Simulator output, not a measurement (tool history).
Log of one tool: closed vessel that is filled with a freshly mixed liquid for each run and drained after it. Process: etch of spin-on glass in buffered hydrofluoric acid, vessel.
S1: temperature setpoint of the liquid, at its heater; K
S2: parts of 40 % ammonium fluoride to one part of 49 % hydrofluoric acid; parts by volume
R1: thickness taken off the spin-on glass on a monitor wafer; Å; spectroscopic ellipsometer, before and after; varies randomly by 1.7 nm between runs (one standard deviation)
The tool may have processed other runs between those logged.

run 1 day=0.000 | S1=296.15 S2=12.5 time_in_the_liquid_(s)=105 | R1=2814.6
run 2 day=0.142 | S1=294.65 S2=12.5 time_in_the_liquid_(s)=105 | R1=2573.4
run 3 day=0.346 | S1=295.65 S2=12.5 time_in_the_liquid_(s)=105 | R1=2736.8
run 4 day=0.508 | S1=295.65 S2=12.5 time_in_the_liquid_(s)=105 | R1=2720.6
run 5 day=0.621 | S1=295.65 S2=12.5 time_in_the_liquid_(s)=105 | R1=2733.0
run 6 day=0.979 | S1=293.65 S2=12.5 time_in_the_liquid_(s)=105 | R1=2460.8
run 7 day=1.362 | S1=295.15 S2=12.5 time_in_the_liquid_(s)=105 | R1=2643.7
run 8 day=1.562 | S1=299.15 S2=12.5 time_in_the_liquid_(s)=105 | R1=3335.0

What will run 9 give?
run 9 day=1.850 | S1=299.65 S2=12.5 time_in_the_liquid_(s)=105 | R1=?

Run 9 produced R1 3404.7 Å.

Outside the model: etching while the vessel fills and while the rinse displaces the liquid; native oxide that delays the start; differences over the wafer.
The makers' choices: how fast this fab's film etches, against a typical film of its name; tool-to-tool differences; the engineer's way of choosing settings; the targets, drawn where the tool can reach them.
